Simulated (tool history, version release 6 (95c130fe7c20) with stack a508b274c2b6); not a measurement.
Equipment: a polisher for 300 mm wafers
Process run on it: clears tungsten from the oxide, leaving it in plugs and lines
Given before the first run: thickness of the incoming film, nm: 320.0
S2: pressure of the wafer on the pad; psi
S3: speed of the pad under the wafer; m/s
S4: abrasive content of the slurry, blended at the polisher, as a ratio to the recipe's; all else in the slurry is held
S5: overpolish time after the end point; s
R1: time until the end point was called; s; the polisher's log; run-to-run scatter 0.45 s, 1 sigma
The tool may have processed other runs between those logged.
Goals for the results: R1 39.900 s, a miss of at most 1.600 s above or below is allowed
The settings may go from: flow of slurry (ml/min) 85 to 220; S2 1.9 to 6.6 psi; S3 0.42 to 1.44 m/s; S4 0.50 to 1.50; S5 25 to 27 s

Run 1, hour 0.0: flow of slurry (ml/min) 140, S2 4.2 psi, S3 0.92 m/s, S4 1.00, S5 25 s. Result: R1 74.070 s.
Run 2, hour 4.4: flow of slurry (ml/min) 140, S2 4.2 psi, S3 0.80 m/s, S4 1.00, S5 25 s. Result: R1 85.225 s.
Run 3, hour 8.7: flow of slurry (ml/min) 140, S2 5.0 psi, S3 0.80 m/s, S4 1.00, S5 25 s. Result: R1 71.007 s.
Run 4, hour 10.6: flow of slurry (ml/min) 140, S2 5.6 psi, S3 0.80 m/s, S4 1.00, S5 25 s. Result: R1 64.527 s.
Run 5, hour 18.0: flow of slurry (ml/min) 155, S2 5.6 psi, S3 0.80 m/s, S4 1.00, S5 25 s. Result: R1 62.447 s.
Run 6, hour 19.0: flow of slurry (ml/min) 155, S2 5.6 psi, S3 0.80 m/s, S4 1.00, S5 27 s. Result: R1 64.539 s.
Run 7, hour 24.9: flow of slurry (ml/min) 155, S2 5.8 psi, S3 0.84 m/s, S4 1.00, S5 27 s. Result: R1 58.106 s.
Run 8, hour 33.0: flow of slurry (ml/min) 155, S2 5.9 psi, S3 0.88 m/s, S4 1.00, S5 27 s. Result: R1 54.546 s.
Run 9, hour 38.2: flow of slurry (ml/min) 155, S2 6.0 psi, S3 0.90 m/s, S4 1.00, S5 27 s. Result: R1 51.769 s.
Run 10, hour 46.3: flow of slurry (ml/min) 155, S2 6.0 psi, S3 0.90 m/s, S4 1.00, S5 27 s. Result: R1 52.873 s.
Run 11, hour 53.6: flow of slurry (ml/min) 155, S2 6.1 psi, S3 0.92 m/s, S4 1.00, S5 27 s. Result: R1 50.650 s.
Run 12, hour 61.8: flow of slurry (ml/min) 155, S2 6.2 psi, S3 0.94 m/s, S4 1.00, S5 27 s. Result: R1 48.012 s.
Run 13, hour 62.9: flow of slurry (ml/min) 155, S2 6.3 psi, S3 0.96 m/s, S4 1.00, S5 27 s. Result: R1 46.414 s.
Run 14, hour 68.8: flow of slurry (ml/min) 155, S2 6.4 psi, S3 0.98 m/s, S4 1.00, S5 27 s. Result: R1 46.404 s.
Run 15, hour 73.7: flow of slurry (ml/min) 155, S2 6.4 psi, S3 0.98 m/s, S4 1.00, S5 27 s. Result: R1 45.089 s.
Run 16, hour 82.4: flow of slurry (ml/min) 160, S2 6.4 psi, S3 1.00 m/s, S4 1.00, S5 27 s. Result: R1 44.144 s.
Run 17, hour 87.2: flow of slurry (ml/min) 160, S2 6.4 psi, S3 1.02 m/s, S4 1.00, S5 27 s. Result: R1 43.661 s.

Which single option among these 4 for the next run brings every result within its allowed miss of target? Just one does.
Run A, hour 92.0: flow of slurry (ml/min) 150, S2 5.7 psi, S3 1.00 m/s, S4 1.10, S5 25 s. Result: R1 ?.
Run B, hour 92.0: flow of slurry (ml/min) 185, S2 6.2 psi, S3 0.98 m/s, S4 0.95, S5 27 s. Result: R1 ?.
Run C, hour 92.0: flow of slurry (ml/min) 160, S2 5.6 psi, S3 1.06 m/s, S4 0.95, S5 27 s. Result: R1 ?.
Run D, hour 92.0: flow of slurry (ml/min) 160, S2 6.6 psi, S3 1.10 m/s, S4 0.90, S5 25 s. Result: R1 ?.

move      R1
   A  48.934
   B  46.427
   C  48.654
   D  40.644
A: its largest miss is bigger than the last run's
B: its largest miss is bigger than the last run's
C: its largest miss is bigger than the last run's
D: all results land within tolerance of their targets
D is the move that brings every result within its allowed miss.

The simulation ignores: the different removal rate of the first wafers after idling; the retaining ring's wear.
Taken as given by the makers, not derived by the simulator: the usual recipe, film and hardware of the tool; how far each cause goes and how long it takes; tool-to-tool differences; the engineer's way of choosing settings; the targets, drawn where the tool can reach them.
